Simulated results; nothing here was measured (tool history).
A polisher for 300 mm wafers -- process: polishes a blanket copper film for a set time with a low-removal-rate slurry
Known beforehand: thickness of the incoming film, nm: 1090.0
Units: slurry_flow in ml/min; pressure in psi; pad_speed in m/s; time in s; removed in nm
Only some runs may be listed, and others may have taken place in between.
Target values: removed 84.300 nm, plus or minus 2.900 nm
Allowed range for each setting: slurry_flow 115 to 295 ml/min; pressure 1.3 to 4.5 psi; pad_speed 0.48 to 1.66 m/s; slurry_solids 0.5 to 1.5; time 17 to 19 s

run,hour,slurry_flow,pressure,pad_speed,slurry_solids,time,removed
1,0.0,190,2.9,1.06,1.0,19,47.135
2,5.7,195,3.3,1.06,1.0,19,54.862
3,9.9,200,3.6,1.06,1.0,19,58.504
4,12.1,200,3.8,1.08,1.0,19,62.908
5,14.9,200,3.8,1.08,0.8,19,60.422
6,21.5,170,3.8,1.08,0.8,19,59.819
7,27.0,170,4.0,1.12,0.8,19,65.063
8,28.4,170,4.1,1.14,0.8,19,67.817
9,35.8,175,4.2,1.16,0.8,19,70.580
10,39.9,175,4.3,1.18,0.8,19,73.129
11,45.5,175,4.3,1.20,0.8,19,74.195
12,50.2,175,4.3,1.20,0.8,19,73.816
13,59.0,175,4.3,1.22,0.8,19,76.548
14,66.6,175,4.3,1.24,0.8,19,78.034
15,72.5,175,4.4,1.26,0.8,19,80.098

Next run, 4 choices. One meets every target within its allowed miss, the rest don't. Which?
A,78.4,215,4.3,1.26,0.9,18,?
B,78.4,145,4.5,1.36,0.9,19,?
C,78.4,215,4.3,1.30,0.9,19,?
D,78.4,165,4.1,1.36,0.6,19,?

move,removed
A,79.255
B,90.165
C,86.247
D,77.025
A: its largest miss is bigger than the last run's
B: the result that was furthest off in the last run now lies on the other side of its target
C: every result within its allowed miss
D: its largest miss is bigger than the last run's
Move C is the one to make.
